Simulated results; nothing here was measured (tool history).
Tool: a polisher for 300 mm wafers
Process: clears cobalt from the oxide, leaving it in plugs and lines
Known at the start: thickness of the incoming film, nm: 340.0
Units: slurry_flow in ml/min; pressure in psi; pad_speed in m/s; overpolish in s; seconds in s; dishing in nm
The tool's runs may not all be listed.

run 1 hour=0.0 | slurry_flow=315 pressure=2.3 pad_speed=1.30 overpolish=16 | seconds=41.369 dishing=62.367
run 2 hour=7.7 | slurry_flow=315 pressure=2.5 pad_speed=1.32 overpolish=14 | seconds=39.402 dishing=63.552
run 3 hour=13.6 | slurry_flow=385 pressure=2.5 pad_speed=1.32 overpolish=14 | seconds=38.473 dishing=64.062
run 4 hour=14.9 | slurry_flow=385 pressure=2.0 pad_speed=1.32 overpolish=14 | seconds=47.025 dishing=60.125
run 5 hour=20.7 | slurry_flow=385 pressure=2.3 pad_speed=1.32 overpolish=14 | seconds=40.857 dishing=61.662
run 6 hour=26.7 | slurry_flow=385 pressure=2.6 pad_speed=1.32 overpolish=12 | seconds=37.357 dishing=61.276

Run 7 comes next. What will it give?
run 7 hour=34.1 | slurry_flow=380 pressure=2.8 pad_speed=1.32 overpolish=10 | seconds=? dishing=?

Run 7 gave seconds 34.178 s, dishing 59.128 nm.
